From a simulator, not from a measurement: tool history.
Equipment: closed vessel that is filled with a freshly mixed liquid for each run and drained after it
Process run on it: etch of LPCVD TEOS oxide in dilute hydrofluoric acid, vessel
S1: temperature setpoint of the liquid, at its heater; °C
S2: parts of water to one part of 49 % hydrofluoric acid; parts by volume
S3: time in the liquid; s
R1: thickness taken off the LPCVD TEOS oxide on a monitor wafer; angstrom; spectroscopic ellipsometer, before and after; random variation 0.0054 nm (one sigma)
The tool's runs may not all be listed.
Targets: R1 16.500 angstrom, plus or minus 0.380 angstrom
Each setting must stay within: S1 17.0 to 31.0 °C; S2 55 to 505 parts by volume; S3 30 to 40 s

run 1 hour=0.0 | S1=23.0 S2=280 S3=40 | R1=30.062
run 2 hour=7.1 | S1=26.5 S2=280 S3=40 | R1=33.993
run 3 hour=10.9 | S1=29.0 S2=280 S3=40 | R1=36.817
run 4 hour=18.2 | S1=31.0 S2=280 S3=40 | R1=39.214
run 5 hour=22.6 | S1=31.0 S2=320 S3=40 | R1=33.102
run 6 hour=23.7 | S1=28.0 S2=335 S3=40 | R1=28.126
run 7 hour=29.3 | S1=25.5 S2=345 S3=40 | R1=24.826
run 8 hour=30.9 | S1=25.5 S2=345 S3=40 | R1=24.727
run 9 hour=32.3 | S1=23.5 S2=355 S3=40 | R1=22.405
run 10 hour=35.5 | S1=22.0 S2=360 S3=40 | R1=20.896
run 11 hour=42.1 | S1=21.0 S2=365 S3=40 | R1=19.777

Next run, 4 choices. One meets every target within its allowed miss, the rest don't. Which?
run A hour=48.7 | S1=21.5 S2=350 S3=30 | R1=?
run B hour=48.7 | S1=19.5 S2=415 S3=40 | R1=?
run C hour=48.7 | S1=19.0 S2=415 S3=40 | R1=?
run D hour=48.7 | S1=25.5 S2=380 S3=30 | R1=?

move=A R1=15.941
move=B R1=15.827
move=C R1=15.554
move=D R1=16.348
A: takes the result that was furthest off past its target
B: takes the result that was furthest off past its target
C: takes the result that was furthest off past its target
D: every result lands within tolerance
The move that meets every target is D.

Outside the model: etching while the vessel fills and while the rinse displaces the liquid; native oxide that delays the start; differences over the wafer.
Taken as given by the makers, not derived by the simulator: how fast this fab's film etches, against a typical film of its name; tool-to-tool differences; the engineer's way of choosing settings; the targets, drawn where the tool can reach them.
